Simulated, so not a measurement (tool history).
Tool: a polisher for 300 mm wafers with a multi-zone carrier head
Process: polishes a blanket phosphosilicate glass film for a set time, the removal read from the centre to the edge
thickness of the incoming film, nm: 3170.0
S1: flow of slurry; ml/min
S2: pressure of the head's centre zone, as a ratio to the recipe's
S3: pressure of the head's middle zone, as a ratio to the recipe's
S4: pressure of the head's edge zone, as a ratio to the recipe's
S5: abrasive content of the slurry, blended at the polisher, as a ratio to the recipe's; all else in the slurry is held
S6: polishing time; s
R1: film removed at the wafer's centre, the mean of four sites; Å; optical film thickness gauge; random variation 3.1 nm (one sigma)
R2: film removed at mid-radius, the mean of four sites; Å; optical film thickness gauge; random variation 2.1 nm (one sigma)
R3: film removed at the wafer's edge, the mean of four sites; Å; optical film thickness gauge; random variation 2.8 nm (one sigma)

| run | day | S1 | S2 | S3 | S4 | S5 | S6 | R1 | R2 | R3 |
|---|---|---|---|---|---|---|---|---|---|---|
| 1 | 0 | 240 | 1 | 1 | 1 | 1 | 46 | 2007.5 | 1956.9 | 1961 |
| 2 | 0.079 | 240 | 1 | 1 | 1 | 0.8 | 46 | 1758.2 | 1725.8 | 1700.1 |
| 3 | 0.433 | 240 | 1 | 1 | 1 | 0.95 | 46 | 1949.8 | 1942.9 | 1830.4 |
| 4 | 0.6 | 245 | 1 | 1.02 | 1.03 | 1 | 46 | 2011.1 | 1987.6 | 1964.3 |
| 5 | 0.675 | 245 | 1 | 1.02 | 1.09 | 1 | 46 | 1984.4 | 2010.5 | 1968.4 |
| 6 | 0.758 | 245 | 1.03 | 1.02 | 1.09 | 1 | 46 | 2085.7 | 1978.5 | 1990.9 |

The next listed run, before its measurement:
| 7 | 1.05 | 255 | 1.03 | 1.05 | 1.1 | 1.05 | 46 | ? | ? | ? |

R1: 2111.5 Å
R2: 2080.4 Å
R3: 2012.4 Å
